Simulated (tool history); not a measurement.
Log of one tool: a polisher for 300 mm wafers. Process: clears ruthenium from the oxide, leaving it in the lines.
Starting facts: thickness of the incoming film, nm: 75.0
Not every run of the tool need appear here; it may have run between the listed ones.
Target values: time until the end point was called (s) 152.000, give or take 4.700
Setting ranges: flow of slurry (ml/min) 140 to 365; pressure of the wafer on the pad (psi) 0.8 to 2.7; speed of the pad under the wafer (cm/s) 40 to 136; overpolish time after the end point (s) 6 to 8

run,day,flow of slurry (ml/min),pressure of the wafer on the pad (psi),speed of the pad under the wafer (cm/s),overpolish time after the end point (s),time until the end point was called (s)
1,0.000,235,1.7,88,8,91.320
2,0.308,235,1.7,100,8,80.228
3,0.358,235,1.6,100,8,85.610
4,0.512,235,1.5,100,8,91.735
5,0.671,235,1.5,100,6,89.999
6,0.862,235,1.4,100,6,95.816
7,0.896,235,1.3,100,6,104.170
8,1.075,235,1.2,100,6,112.510
9,1.438,225,0.8,96,6,172.200
10,1.692,230,0.8,96,6,170.950
11,1.971,235,0.8,96,6,174.310

Pick the move, out of 5, that brings all results within their allowed miss; only one does.
A,2.250,250,0.8,98,7,?
B,2.250,240,0.9,90,6,?
C,2.250,160,1.0,84,8,?
D,2.250,240,0.9,96,6,?
E,2.250,170,0.8,80,8,?

move,time until the end point was called (s)
A,165.380
B,161.480
C,164.640
D,151.670
E,211.180
A: nearer the targets than the last run, but a result is still out of spec
B: nearer the targets than the last run, but a result is still out of spec
C: nearer the targets than the last run, but a result is still out of spec
D: all results in spec
E: the biggest miss grows against the last run
The right move is D.
